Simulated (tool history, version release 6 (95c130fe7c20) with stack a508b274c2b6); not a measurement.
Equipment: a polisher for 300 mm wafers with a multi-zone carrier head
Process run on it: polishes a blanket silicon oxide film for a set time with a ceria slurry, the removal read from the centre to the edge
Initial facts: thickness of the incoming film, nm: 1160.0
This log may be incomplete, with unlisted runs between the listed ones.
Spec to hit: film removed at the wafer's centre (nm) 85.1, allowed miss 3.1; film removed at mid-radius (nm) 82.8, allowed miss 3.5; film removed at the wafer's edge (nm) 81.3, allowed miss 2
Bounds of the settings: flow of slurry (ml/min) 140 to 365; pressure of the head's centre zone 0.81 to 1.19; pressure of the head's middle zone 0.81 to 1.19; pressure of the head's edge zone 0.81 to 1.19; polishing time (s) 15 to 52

run  hour  flow of slurry (ml/min)  pressure of the head's centre zone  pressure of the head's middle zone  pressure of the head's edge zone  polishing time (s)  film removed at the wafer's centre (nm)  film removed at mid-radius (nm)  film removed at the wafer's edge (nm)
  1     0                      235                                   1                                   1                                 1                  33                                   122.07                           119.47                                 120.88
  2   3.2                      235                                   1                                0.95                                 1                  33                                   121.95                           111.88                                 121.36
  3   5.5                      235                                1.05                                0.95                                 1                  33                                   126.66                           113.24                                 123.33
  4  13.2                      235                                1.05                                0.95                              0.96                  33                                   130.53                           113.68                                 122.01
  5  17.7                      235                                1.05                                1.01                              0.96                  33                                    127.6                           119.75                                 119.75
  6  18.6                      230                                1.04                                1.01                              0.95                  32                                   123.83                           117.16                                  115.1
  7  24.4                      225                                1.02                                   1                              0.94                  31                                   116.55                           109.22                                 111.07
  8  33.1                      225                                1.02                                   1                              0.94                  31                                   116.22                           111.74                                 112.52

Exactly one of the 4 candidate moves below puts every result within its allowed miss. Which one?
  A  41.8                      260                                1.03                                1.05                              0.97                  22                                        ?                                ?                                      ?
  B  41.8                      175                                0.81                                1.02                              1.05                  49                                        ?                                ?                                      ?
  C  41.8                      215                                1.11                                   1                               0.9                  22                                        ?                                ?                                      ?
  D  41.8                      190                                 0.9                                0.94                              0.95                  24                                        ?                                ?                                      ?

move  film removed at the wafer's centre (nm)  film removed at mid-radius (nm)  film removed at the wafer's edge (nm)
   A                                   84.364                            81.15                                 80.587
   B                                   142.26                           170.62                                 180.09
   C                                   89.281                           76.611                                 77.669
   D                                   78.009                           78.569                                 85.675
A: meets every target
B: misses by more than the last run did
C: the result that was furthest off in the last run now lies on the other side of its target
D: closer than the last run, but not yet in spec
A meets every target.
